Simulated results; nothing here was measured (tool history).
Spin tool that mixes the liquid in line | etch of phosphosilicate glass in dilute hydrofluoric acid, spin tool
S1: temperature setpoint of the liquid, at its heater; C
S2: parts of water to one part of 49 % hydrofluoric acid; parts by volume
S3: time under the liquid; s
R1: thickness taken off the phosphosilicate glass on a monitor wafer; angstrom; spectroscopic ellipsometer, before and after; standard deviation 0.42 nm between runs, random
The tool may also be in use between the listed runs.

| run | hour | S1 | S2 | S3 | R1 |
|---|---|---|---|---|---|
| 1 | 0.0 | 25.0 | 285 | 275 | 572.06 |
| 2 | 7.9 | 22.0 | 285 | 275 | 523.41 |
| 3 | 14.7 | 21.0 | 285 | 275 | 505.09 |
| 4 | 18.2 | 21.0 | 285 | 275 | 499.51 |
| 5 | 25.0 | 20.5 | 285 | 275 | 502.56 |
| 6 | 29.9 | 20.0 | 285 | 275 | 485.16 |
| 7 | 37.2 | 19.5 | 285 | 275 | 469.54 |

The next listed run, before its measurement:
| 8 | 44.6 | 19.0 | 285 | 275 | ? |

R1: 465.68 angstrom

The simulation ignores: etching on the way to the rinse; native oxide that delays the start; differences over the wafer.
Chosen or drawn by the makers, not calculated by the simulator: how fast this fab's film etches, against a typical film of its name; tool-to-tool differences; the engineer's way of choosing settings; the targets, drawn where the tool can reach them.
